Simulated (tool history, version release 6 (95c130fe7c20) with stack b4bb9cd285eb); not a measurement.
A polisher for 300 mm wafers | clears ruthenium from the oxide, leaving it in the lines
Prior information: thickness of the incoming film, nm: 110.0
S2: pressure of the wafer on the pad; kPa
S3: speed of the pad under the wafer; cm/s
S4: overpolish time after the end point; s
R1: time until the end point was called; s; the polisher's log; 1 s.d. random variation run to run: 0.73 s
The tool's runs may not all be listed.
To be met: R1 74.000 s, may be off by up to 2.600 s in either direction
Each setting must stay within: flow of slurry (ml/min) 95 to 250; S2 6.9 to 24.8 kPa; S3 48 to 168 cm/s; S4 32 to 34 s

Run 1, hour 0.0: flow of slurry (ml/min) 160, S2 15.9 kPa, S3 108 cm/s, S4 32 s. Result: R1 90.302 s.
Run 2, hour 7.4: flow of slurry (ml/min) 195, S2 15.9 kPa, S3 108 cm/s, S4 32 s. Result: R1 86.226 s.
Run 3, hour 15.3: flow of slurry (ml/min) 200, S2 16.5 kPa, S3 108 cm/s, S4 32 s. Result: R1 83.004 s.
Run 4, hour 19.0: flow of slurry (ml/min) 200, S2 16.5 kPa, S3 108 cm/s, S4 32 s. Result: R1 82.819 s.
Run 5, hour 25.5: flow of slurry (ml/min) 200, S2 13.1 kPa, S3 108 cm/s, S4 32 s. Result: R1 102.050 s.
Run 6, hour 31.6: flow of slurry (ml/min) 205, S2 14.5 kPa, S3 108 cm/s, S4 32 s. Result: R1 94.867 s.
Run 7, hour 32.8: flow of slurry (ml/min) 205, S2 15.2 kPa, S3 108 cm/s, S4 32 s. Result: R1 90.485 s.
Run 8, hour 34.2: flow of slurry (ml/min) 205, S2 15.9 kPa, S3 108 cm/s, S4 32 s. Result: R1 85.717 s.
Run 9, hour 42.7: flow of slurry (ml/min) 210, S2 16.5 kPa, S3 108 cm/s, S4 32 s. Result: R1 81.821 s.
Run 10, hour 49.5: flow of slurry (ml/min) 210, S2 17.2 kPa, S3 108 cm/s, S4 32 s. Result: R1 79.334 s.

Pick the move, out of 4, that brings all results within their allowed miss; only one does.
Run A, hour 56.3: flow of slurry (ml/min) 215, S2 16.5 kPa, S3 106 cm/s, S4 33 s. Result: R1 ?.
Run B, hour 56.3: flow of slurry (ml/min) 225, S2 21.4 kPa, S3 80 cm/s, S4 32 s. Result: R1 ?.
Run C, hour 56.3: flow of slurry (ml/min) 215, S2 17.2 kPa, S3 108 cm/s, S4 34 s. Result: R1 ?.
Run D, hour 56.3: flow of slurry (ml/min) 235, S2 13.1 kPa, S3 154 cm/s, S4 34 s. Result: R1 ?.

move      R1
   A  82.810
   B  81.022
   C  78.336
   D  74.244
A: its largest miss is bigger than the last run's
B: its largest miss is bigger than the last run's
C: closes in on the targets versus the last run, not all within tolerance yet
D: hits every target within its allowed miss
Answer: D
